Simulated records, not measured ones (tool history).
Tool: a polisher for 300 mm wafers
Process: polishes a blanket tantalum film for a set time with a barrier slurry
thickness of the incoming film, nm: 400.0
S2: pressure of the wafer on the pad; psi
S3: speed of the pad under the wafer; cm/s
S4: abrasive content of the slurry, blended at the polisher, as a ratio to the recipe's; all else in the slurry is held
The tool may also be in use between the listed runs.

{"run": 1, "hour": 0.0, "flow of slurry (ml/min)": 180, "S2": 2.4, "S3": 124, "S4": 1.0, "polishing time (s)": 28, "film removed (nm)": 61.336}
{"run": 2, "hour": 1.8, "flow of slurry (ml/min)": 180, "S2": 2.4, "S3": 124, "S4": 1.0, "polishing time (s)": 26, "film removed (nm)": 57.534}
{"run": 3, "hour": 4.9, "flow of slurry (ml/min)": 180, "S2": 2.9, "S3": 124, "S4": 1.0, "polishing time (s)": 26, "film removed (nm)": 69.19}
{"run": 4, "hour": 6.1, "flow of slurry (ml/min)": 170, "S2": 2.7, "S3": 124, "S4": 1.0, "polishing time (s)": 26, "film removed (nm)": 63.24}
{"run": 5, "hour": 14.7, "flow of slurry (ml/min)": 170, "S2": 2.9, "S3": 124, "S4": 1.0, "polishing time (s)": 26, "film removed (nm)": 67.486}
{"run": 6, "hour": 16.9, "flow of slurry (ml/min)": 160, "S2": 2.7, "S3": 124, "S4": 1.0, "polishing time (s)": 26, "film removed (nm)": 63.113}
{"run": 7, "hour": 19.0, "flow of slurry (ml/min)": 155, "S2": 2.6, "S3": 124, "S4": 1.0, "polishing time (s)": 26, "film removed (nm)": 60.546}
{"run": 8, "hour": 27.5, "flow of slurry (ml/min)": 150, "S2": 2.5, "S3": 124, "S4": 1.0, "polishing time (s)": 26, "film removed (nm)": 57.744}

Run 9 comes next. What will it give?
{"run": 9, "hour": 28.2, "flow of slurry (ml/min)": 145, "S2": 2.4, "S3": 124, "S4": 1.0, "polishing time (s)": 26, "film removed (nm)": "?"}

{"run 9": {"film removed (nm)": 54.97}}
